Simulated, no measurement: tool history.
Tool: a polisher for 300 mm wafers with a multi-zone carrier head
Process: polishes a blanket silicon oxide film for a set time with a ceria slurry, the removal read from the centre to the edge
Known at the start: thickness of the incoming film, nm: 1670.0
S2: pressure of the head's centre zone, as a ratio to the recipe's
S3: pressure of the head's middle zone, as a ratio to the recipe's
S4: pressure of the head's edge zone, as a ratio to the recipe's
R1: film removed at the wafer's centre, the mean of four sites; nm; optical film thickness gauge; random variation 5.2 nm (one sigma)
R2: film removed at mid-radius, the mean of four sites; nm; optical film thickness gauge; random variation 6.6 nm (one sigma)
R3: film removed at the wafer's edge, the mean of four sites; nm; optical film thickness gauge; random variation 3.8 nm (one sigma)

run 1 hour=0.0 | flow_of_slurry_(ml/min)=155 S2=1.00 S3=1.00 S4=1.00 polishing_time_(s)=72 | R1=384.51 R2=390.65 R3=381.06
run 2 hour=2.6 | flow_of_slurry_(ml/min)=165 S2=1.01 S3=1.01 S4=1.02 polishing_time_(s)=73 | R1=397.89 R2=402.15 R3=388.53
run 3 hour=5.9 | flow_of_slurry_(ml/min)=165 S2=1.01 S3=1.01 S4=1.10 polishing_time_(s)=73 | R1=385.33 R2=391.11 R3=398.98
run 4 hour=14.9 | flow_of_slurry_(ml/min)=170 S2=1.02 S3=1.01 S4=1.11 polishing_time_(s)=74 | R1=404.26 R2=398.16 R3=412.94
run 5 hour=23.5 | flow_of_slurry_(ml/min)=175 S2=1.03 S3=1.02 S4=1.12 polishing_time_(s)=75 | R1=415.54 R2=424.31 R3=423.67
run 6 hour=30.5 | flow_of_slurry_(ml/min)=185 S2=1.04 S3=1.01 S4=1.12 polishing_time_(s)=75 | R1=420.48 R2=416.90 R3=418.09
run 7 hour=37.7 | flow_of_slurry_(ml/min)=185 S2=1.05 S3=1.01 S4=1.13 polishing_time_(s)=76 | R1=433.28 R2=424.29 R3=428.84

The next listed run, before its measurement:
run 8 hour=41.7 | flow_of_slurry_(ml/min)=190 S2=1.06 S3=1.01 S4=1.14 polishing_time_(s)=76 | R1=? R2=? R3=?

{"run 8": {"R1": 436.4, "R2": 438.76, "R3": 433.38}}

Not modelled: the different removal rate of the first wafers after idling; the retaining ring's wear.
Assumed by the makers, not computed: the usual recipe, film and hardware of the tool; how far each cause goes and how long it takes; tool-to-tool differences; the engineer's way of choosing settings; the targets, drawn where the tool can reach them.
